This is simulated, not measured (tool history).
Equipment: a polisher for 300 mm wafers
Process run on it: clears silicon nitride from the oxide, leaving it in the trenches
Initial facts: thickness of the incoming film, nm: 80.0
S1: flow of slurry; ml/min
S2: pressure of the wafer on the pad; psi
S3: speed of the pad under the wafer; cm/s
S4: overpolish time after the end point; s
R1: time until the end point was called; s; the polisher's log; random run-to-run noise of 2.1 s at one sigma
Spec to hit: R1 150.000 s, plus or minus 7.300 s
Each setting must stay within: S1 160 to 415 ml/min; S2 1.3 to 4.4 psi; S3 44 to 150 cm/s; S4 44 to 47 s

Run 1, hour 0.0: S1 265 ml/min, S2 2.8 psi, S3 96 cm/s, S4 44 s. Result: R1 74.194 s.
Run 2, hour 4.9: S1 265 ml/min, S2 3.1 psi, S3 96 cm/s, S4 44 s. Result: R1 67.463 s.
Run 3, hour 13.6: S1 265 ml/min, S2 2.7 psi, S3 90 cm/s, S4 44 s. Result: R1 81.747 s.
Run 4, hour 20.3: S1 265 ml/min, S2 2.4 psi, S3 86 cm/s, S4 44 s. Result: R1 92.782 s.
Run 5, hour 26.9: S1 265 ml/min, S2 2.7 psi, S3 86 cm/s, S4 44 s. Result: R1 84.374 s.
Run 6, hour 30.9: S1 265 ml/min, S2 3.3 psi, S3 86 cm/s, S4 44 s. Result: R1 69.500 s.
Run 7, hour 37.4: S1 265 ml/min, S2 2.8 psi, S3 82 cm/s, S4 44 s. Result: R1 80.601 s.
Run 8, hour 39.8: S1 260 ml/min, S2 2.4 psi, S3 76 cm/s, S4 44 s. Result: R1 103.720 s.
Run 9, hour 41.0: S1 260 ml/min, S2 2.4 psi, S3 76 cm/s, S4 44 s. Result: R1 102.780 s.
Run 10, hour 43.4: S1 260 ml/min, S2 2.2 psi, S3 76 cm/s, S4 44 s. Result: R1 114.000 s.
Run 11, hour 46.9: S1 260 ml/min, S2 2.0 psi, S3 76 cm/s, S4 44 s. Result: R1 121.830 s.
Run 12, hour 55.5: S1 260 ml/min, S2 1.9 psi, S3 76 cm/s, S4 44 s. Result: R1 131.890 s.
Run 13, hour 60.3: S1 260 ml/min, S2 1.8 psi, S3 76 cm/s, S4 44 s. Result: R1 133.310 s.
Run 14, hour 67.3: S1 260 ml/min, S2 1.8 psi, S3 76 cm/s, S4 44 s. Result: R1 134.620 s.

Which single option among these 5 for the next run brings every result within its allowed miss of target? Just one does.
Run A, hour 74.3: S1 305 ml/min, S2 1.4 psi, S3 88 cm/s, S4 44 s. Result: R1 ?.
Run B, hour 74.3: S1 230 ml/min, S2 2.0 psi, S3 50 cm/s, S4 44 s. Result: R1 ?.
Run C, hour 74.3: S1 350 ml/min, S2 1.5 psi, S3 72 cm/s, S4 47 s. Result: R1 ?.
Run D, hour 74.3: S1 245 ml/min, S2 1.6 psi, S3 66 cm/s, S4 44 s. Result: R1 ?.
Run E, hour 74.3: S1 245 ml/min, S2 1.3 psi, S3 84 cm/s, S4 44 s. Result: R1 ?.

move       R1
   A  149.350
   B  169.160
   C  163.080
   D  168.760
   E  169.240
A: every result lands within tolerance
B: takes the result that was furthest off past its target
C: takes the result that was furthest off past its target
D: takes the result that was furthest off past its target
E: takes the result that was furthest off past its target
The right move is A.
